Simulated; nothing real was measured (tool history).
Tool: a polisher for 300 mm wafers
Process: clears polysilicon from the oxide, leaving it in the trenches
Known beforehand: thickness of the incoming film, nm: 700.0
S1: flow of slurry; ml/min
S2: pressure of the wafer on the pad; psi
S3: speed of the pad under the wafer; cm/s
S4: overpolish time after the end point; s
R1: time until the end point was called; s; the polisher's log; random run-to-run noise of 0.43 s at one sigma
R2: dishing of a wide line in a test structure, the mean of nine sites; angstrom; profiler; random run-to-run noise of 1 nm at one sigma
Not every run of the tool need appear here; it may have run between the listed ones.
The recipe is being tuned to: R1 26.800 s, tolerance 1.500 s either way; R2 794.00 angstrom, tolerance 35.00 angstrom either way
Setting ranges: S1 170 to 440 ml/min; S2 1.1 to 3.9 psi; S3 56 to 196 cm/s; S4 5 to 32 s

Run 1, day 0.000: S1 280 ml/min, S2 2.5 psi, S3 126 cm/s, S4 16 s. Result: R1 47.007 s, R2 751.71 angstrom.
Run 2, day 0.221: S1 280 ml/min, S2 2.7 psi, S3 128 cm/s, S4 15 s. Result: R1 42.644 s, R2 768.19 angstrom.
Run 3, day 0.267: S1 280 ml/min, S2 2.7 psi, S3 114 cm/s, S4 15 s. Result: R1 46.819 s, R2 732.45 angstrom.
Run 4, day 0.312: S1 280 ml/min, S2 2.9 psi, S3 116 cm/s, S4 14 s. Result: R1 45.001 s, R2 731.24 angstrom.
Run 5, day 0.508: S1 280 ml/min, S2 2.5 psi, S3 116 cm/s, S4 14 s. Result: R1 50.678 s, R2 711.73 angstrom.
Run 6, day 0.650: S1 280 ml/min, S2 2.2 psi, S3 116 cm/s, S4 14 s. Result: R1 56.568 s, R2 699.19 angstrom.
Run 7, day 0.921: S1 280 ml/min, S2 2.5 psi, S3 120 cm/s, S4 13 s. Result: R1 49.951 s, R2 712.15 angstrom.
Run 8, day 0.975: S1 280 ml/min, S2 2.7 psi, S3 124 cm/s, S4 12 s. Result: R1 44.167 s, R2 714.67 angstrom.
Run 9, day 1.346: S1 280 ml/min, S2 2.9 psi, S3 126 cm/s, S4 12 s. Result: R1 40.673 s, R2 725.05 angstrom.
Run 10, day 1.500: S1 280 ml/min, S2 3.1 psi, S3 128 cm/s, S4 12 s. Result: R1 39.686 s, R2 735.03 angstrom.

Which single option among these 4 for the next run brings every result within its allowed miss of target? Just one does.
Run A, day 1.654: S1 280 ml/min, S2 3.2 psi, S3 152 cm/s, S4 16 s. Result: R1 ?, R2 ?.
Run B, day 1.654: S1 180 ml/min, S2 3.7 psi, S3 164 cm/s, S4 13 s. Result: R1 ?, R2 ?.
Run C, day 1.654: S1 250 ml/min, S2 3.9 psi, S3 154 cm/s, S4 8 s. Result: R1 ?, R2 ?.
Run D, day 1.654: S1 270 ml/min, S2 3.6 psi, S3 150 cm/s, S4 8 s. Result: R1 ?, R2 ?.

move      R1      R2
   A  32.577  778.70
   B  27.597  776.39
   C  27.309  724.56
   D  29.884  708.73
A: closer than the last run, but not yet in spec
B: every result lands within tolerance
C: the worst result of the last run now meets its target, but another is out of spec
D: closer than the last run, but not yet in spec
Answer: B
